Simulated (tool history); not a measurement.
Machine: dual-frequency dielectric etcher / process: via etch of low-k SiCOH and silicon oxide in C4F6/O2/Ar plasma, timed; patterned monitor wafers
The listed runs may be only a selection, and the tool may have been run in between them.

| run | hour | source power (W) | bias power (W) | etch time (s) | mean etch depth across the wafer (nm) |
|---|---|---|---|---|---|
| 1 | 0 | 430 | 240 | 73.5 | 224.51 |
| 2 | 8.9 | 380 | 240 | 73.5 | 213.89 |
| 3 | 12.3 | 350 | 232 | 73.5 | 203.45 |
| 4 | 15.5 | 350 | 232 | 73.5 | 204.34 |
| 5 | 17.5 | 350 | 232 | 73.5 | 204.2 |
| 6 | 20.5 | 310 | 232 | 73.5 | 193.59 |

What does the tool deliver on the next run?
| 7 | 26.9 | 300 | 231 | 73.5 | ? |

mean etch depth across the wafer (nm): 191.14
